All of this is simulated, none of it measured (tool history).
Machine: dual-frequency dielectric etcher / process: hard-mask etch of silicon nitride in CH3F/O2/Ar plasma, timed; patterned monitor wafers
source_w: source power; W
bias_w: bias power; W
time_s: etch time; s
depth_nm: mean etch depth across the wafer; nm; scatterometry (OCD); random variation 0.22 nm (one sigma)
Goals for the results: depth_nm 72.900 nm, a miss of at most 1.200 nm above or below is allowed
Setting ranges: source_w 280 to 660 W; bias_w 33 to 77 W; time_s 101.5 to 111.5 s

run	hour	source_w	bias_w	time_s	depth_nm
1	0.0	470	55	111.5	85.544
2	5.9	450	55	111.5	83.962
3	13.1	450	55	111.5	84.086
4	22.1	430	55	111.5	81.598
5	26.0	420	55	111.5	80.981
6	26.7	410	55	111.5	79.594
7	31.3	400	55	111.5	78.739
8	36.9	390	55	111.5	77.034
9	38.2	380	55	111.5	75.801

Consider the 4 candidate settings below. Which is the only one whose results all fall within their allowed miss of target?
A	39.5	440	56	103.0	?
B	39.5	490	38	101.5	?
C	39.5	410	57	103.5	?
D	39.5	370	52	110.0	?

move	depth_nm
A	77.189
B	71.314
C	75.026
D	72.835
A: moves away from the targets compared with the last run
B: moves the result that the last run missed by most past its target, out the other side
C: closes in on the targets versus the last run, not all within tolerance yet
D: in spec on every target
Answer: D
